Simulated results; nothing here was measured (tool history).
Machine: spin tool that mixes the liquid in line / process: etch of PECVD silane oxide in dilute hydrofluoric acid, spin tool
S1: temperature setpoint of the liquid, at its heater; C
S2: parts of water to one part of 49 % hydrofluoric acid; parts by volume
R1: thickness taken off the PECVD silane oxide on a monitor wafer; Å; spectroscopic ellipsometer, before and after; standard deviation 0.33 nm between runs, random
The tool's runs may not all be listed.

run 1 hour=0.0 | S1=26.0 S2=285 time_under_the_liquid_(s)=285 | R1=254.98
run 2 hour=8.9 | S1=27.0 S2=280 time_under_the_liquid_(s)=285 | R1=265.76
run 3 hour=17.7 | S1=25.5 S2=280 time_under_the_liquid_(s)=285 | R1=256.62
run 4 hour=23.9 | S1=25.5 S2=225 time_under_the_liquid_(s)=285 | R1=337.08
run 5 hour=29.1 | S1=24.0 S2=225 time_under_the_liquid_(s)=285 | R1=321.61
run 6 hour=30.0 | S1=24.0 S2=265 time_under_the_liquid_(s)=285 | R1=259.04
run 7 hour=36.2 | S1=25.0 S2=260 time_under_the_liquid_(s)=285 | R1=279.24
run 8 hour=39.8 | S1=26.0 S2=255 time_under_the_liquid_(s)=285 | R1=300.92
run 9 hour=48.8 | S1=27.0 S2=255 time_under_the_liquid_(s)=285 | R1=304.36

Run 10 is up next; what results do you expect?
run 10 hour=56.8 | S1=28.0 S2=250 time_under_the_liquid_(s)=285 | R1=?

R1: 324.07 Å
